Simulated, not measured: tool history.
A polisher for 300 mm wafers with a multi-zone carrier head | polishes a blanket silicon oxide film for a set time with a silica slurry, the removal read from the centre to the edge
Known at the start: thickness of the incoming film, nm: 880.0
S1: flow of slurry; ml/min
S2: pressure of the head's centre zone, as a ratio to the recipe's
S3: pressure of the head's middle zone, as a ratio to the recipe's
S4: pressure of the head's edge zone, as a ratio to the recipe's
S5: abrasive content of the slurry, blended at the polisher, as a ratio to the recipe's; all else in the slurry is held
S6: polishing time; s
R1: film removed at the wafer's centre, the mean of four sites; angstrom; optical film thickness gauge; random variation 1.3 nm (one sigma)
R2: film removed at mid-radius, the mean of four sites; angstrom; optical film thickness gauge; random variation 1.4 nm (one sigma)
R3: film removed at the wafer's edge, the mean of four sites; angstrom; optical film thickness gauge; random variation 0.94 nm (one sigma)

run  hour   S1    S2    S3    S4    S5  S6      R1      R2      R3
  1     0  135     1     1     1     1  49  940.89  986.88   944.3
  2   5.3  160     1     1     1     1  49  965.01  981.57  968.46
  3  10.6  160     1     1     1  1.15  49  1034.1  1046.2  1019.6
  4  17.1  160     1     1  0.96  1.15  49  1017.6    1067  986.89
  5  18.6  160     1  0.91  0.96  1.15  49  1037.3  976.58  1002.6
  6  26.6  160  0.99  0.93  0.98   1.2  49  1039.8  1000.1  1011.5
  7  33.8  160  0.97  0.95     1  1.25  49  1004.5  1050.3  1037.1
  8  39.6  160  0.97  0.96  1.02   1.3  49  1042.8  1074.8  1081.1

The next listed run, before its measurement:
  9  40.6  160  0.97  0.97  1.04  1.3  49   ?   ?   ?

Run 9 gave R1 1059.9 angstrom, R2 1072.6 angstrom, R3 1086.6 angstrom.
